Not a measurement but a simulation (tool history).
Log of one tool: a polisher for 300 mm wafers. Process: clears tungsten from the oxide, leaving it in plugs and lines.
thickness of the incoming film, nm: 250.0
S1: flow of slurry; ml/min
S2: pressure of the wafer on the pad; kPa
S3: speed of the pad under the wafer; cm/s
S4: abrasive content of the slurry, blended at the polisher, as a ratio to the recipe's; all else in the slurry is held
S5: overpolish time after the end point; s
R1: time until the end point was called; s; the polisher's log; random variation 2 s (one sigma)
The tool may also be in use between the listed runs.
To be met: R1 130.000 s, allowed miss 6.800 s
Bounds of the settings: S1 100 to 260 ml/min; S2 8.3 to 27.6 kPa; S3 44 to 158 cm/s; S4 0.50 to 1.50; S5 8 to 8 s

{"run": 1, "hour": 0.0, "S1": 165, "S2": 17.9, "S3": 100, "S4": 1.0, "S5": 8, "R1": 86.598}
{"run": 2, "hour": 6.0, "S1": 165, "S2": 17.9, "S3": 76, "S4": 1.0, "S5": 8, "R1": 109.29}
{"run": 3, "hour": 9.9, "S1": 165, "S2": 17.9, "S3": 76, "S4": 1.0, "S5": 8, "R1": 112.19}
{"run": 4, "hour": 15.3, "S1": 210, "S2": 17.9, "S3": 76, "S4": 1.0, "S5": 8, "R1": 109.91}
{"run": 5, "hour": 18.4, "S1": 210, "S2": 17.9, "S3": 76, "S4": 1.2, "S5": 8, "R1": 102.47}
{"run": 6, "hour": 27.5, "S1": 210, "S2": 17.2, "S3": 76, "S4": 1.2, "S5": 8, "R1": 107.33}
{"run": 7, "hour": 30.1, "S1": 210, "S2": 17.2, "S3": 76, "S4": 1.2, "S5": 8, "R1": 108.71}
{"run": 8, "hour": 38.8, "S1": 210, "S2": 16.5, "S3": 76, "S4": 1.2, "S5": 8, "R1": 110.92}
{"run": 9, "hour": 40.1, "S1": 210, "S2": 15.9, "S3": 76, "S4": 1.2, "S5": 8, "R1": 117.65}
{"run": 10, "hour": 49.0, "S1": 210, "S2": 15.2, "S3": 76, "S4": 1.2, "S5": 8, "R1": 122.59}

Which of these 4 next moves meets every target?
{"run": "A", "hour": 57.9, "S1": 235, "S2": 17.9, "S3": 64, "S4": 1.3, "S5": 8, "R1": "?"}
{"run": "B", "hour": 57.9, "S1": 230, "S2": 13.8, "S3": 84, "S4": 0.95, "S5": 8, "R1": "?"}
{"run": "C", "hour": 57.9, "S1": 220, "S2": 19.3, "S3": 62, "S4": 1.25, "S5": 8, "R1": "?"}
{"run": "D", "hour": 57.9, "S1": 205, "S2": 16.5, "S3": 70, "S4": 1.3, "S5": 8, "R1": "?"}

move=A R1=118.260
move=B R1=126.130
move=C R1=115.210
move=D R1=118.960
A: further off than the last run
B: meets every target
C: further off than the last run
D: further off than the last run
Move B is the one to make.

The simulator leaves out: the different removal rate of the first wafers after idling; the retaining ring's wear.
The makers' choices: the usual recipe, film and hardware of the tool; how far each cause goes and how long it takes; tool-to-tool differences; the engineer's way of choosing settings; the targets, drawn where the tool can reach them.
